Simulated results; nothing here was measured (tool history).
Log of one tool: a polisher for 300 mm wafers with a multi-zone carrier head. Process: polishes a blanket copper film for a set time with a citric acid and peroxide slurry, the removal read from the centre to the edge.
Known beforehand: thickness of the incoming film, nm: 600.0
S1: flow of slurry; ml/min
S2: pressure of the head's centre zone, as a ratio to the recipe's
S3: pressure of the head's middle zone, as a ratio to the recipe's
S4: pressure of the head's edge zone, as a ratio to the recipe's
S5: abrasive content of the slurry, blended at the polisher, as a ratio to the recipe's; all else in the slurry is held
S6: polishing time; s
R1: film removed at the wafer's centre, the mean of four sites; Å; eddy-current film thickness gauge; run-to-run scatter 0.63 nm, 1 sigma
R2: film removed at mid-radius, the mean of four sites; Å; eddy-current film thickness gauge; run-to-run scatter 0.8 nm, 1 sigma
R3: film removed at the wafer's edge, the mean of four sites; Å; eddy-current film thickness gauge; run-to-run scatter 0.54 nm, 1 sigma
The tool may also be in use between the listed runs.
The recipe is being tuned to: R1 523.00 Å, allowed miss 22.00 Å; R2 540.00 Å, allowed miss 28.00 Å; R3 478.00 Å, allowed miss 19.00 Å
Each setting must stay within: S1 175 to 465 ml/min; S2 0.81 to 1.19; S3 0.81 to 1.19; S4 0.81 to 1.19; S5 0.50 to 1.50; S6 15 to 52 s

| run | hour | S1 | S2 | S3 | S4 | S5 | S6 | R1 | R2 | R3 |
|---|---|---|---|---|---|---|---|---|---|---|
| 1 | 0.0 | 295 | 1.00 | 1.00 | 1.00 | 1.00 | 33 | 722.64 | 790.19 | 811.77 |
| 2 | 3.7 | 295 | 1.00 | 1.00 | 1.00 | 1.00 | 27 | 598.21 | 638.69 | 666.61 |
| 3 | 11.1 | 295 | 1.00 | 1.06 | 1.00 | 1.00 | 27 | 577.53 | 657.60 | 654.13 |
| 4 | 17.2 | 295 | 1.00 | 1.06 | 1.00 | 1.10 | 27 | 601.76 | 675.69 | 668.11 |
| 5 | 21.7 | 295 | 1.00 | 1.13 | 1.00 | 1.10 | 27 | 597.39 | 742.87 | 685.88 |
|  | 30.0 | centre zone pressure recalibrated |
| 6 | 30.0 | 300 | 1.02 | 1.13 | 0.98 | 1.05 | 26 | 652.40 | 715.17 | 630.86 |
| 7 | 36.3 | 295 | 1.01 | 1.12 | 0.97 | 1.00 | 26 | 655.05 | 685.28 | 623.43 |
| 8 | 44.6 | 300 | 1.00 | 1.13 | 0.97 | 0.95 | 25 | 609.21 | 655.95 | 601.25 |
| 9 | 48.5 | 300 | 0.99 | 1.14 | 0.96 | 0.95 | 24 | 574.22 | 618.01 | 567.26 |
| 10 | 49.1 | 300 | 0.98 | 1.15 | 0.95 | 0.95 | 24 | 577.44 | 627.22 | 567.49 |
| 11 | 57.2 | 300 | 0.97 | 1.16 | 0.94 | 0.95 | 24 | 573.58 | 649.29 | 558.85 |
| 12 | 66.1 | 300 | 0.96 | 1.15 | 0.93 | 0.90 | 24 | 555.53 | 636.09 | 544.25 |

Next run, 5 choices. One meets every target within its allowed miss, the rest don't. Which?
| A | 75.0 | 245 | 0.81 | 1.19 | 0.83 | 0.65 | 31 | ? | ? | ? |
| B | 75.0 | 275 | 0.88 | 1.19 | 0.94 | 1.00 | 27 | ? | ? | ? |
| C | 75.0 | 350 | 1.01 | 1.12 | 0.89 | 0.60 | 23 | ? | ? | ? |
| D | 75.0 | 300 | 1.10 | 0.89 | 1.19 | 0.80 | 25 | ? | ? | ? |
| E | 75.0 | 310 | 1.01 | 0.91 | 1.14 | 0.75 | 26 | ? | ? | ? |

| move | R1 | R2 | R3 |
|---|---|---|---|
| A | 549.12 | 750.25 | 608.74 |
| B | 586.45 | 735.34 | 629.47 |
| C | 521.17 | 538.25 | 471.38 |
| D | 649.97 | 508.54 | 628.07 |
| E | 613.09 | 532.50 | 630.38 |
A: moves away from the targets compared with the last run
B: moves away from the targets compared with the last run
C: in spec on every target
D: moves away from the targets compared with the last run
E: moves away from the targets compared with the last run
Move C is the one to make.
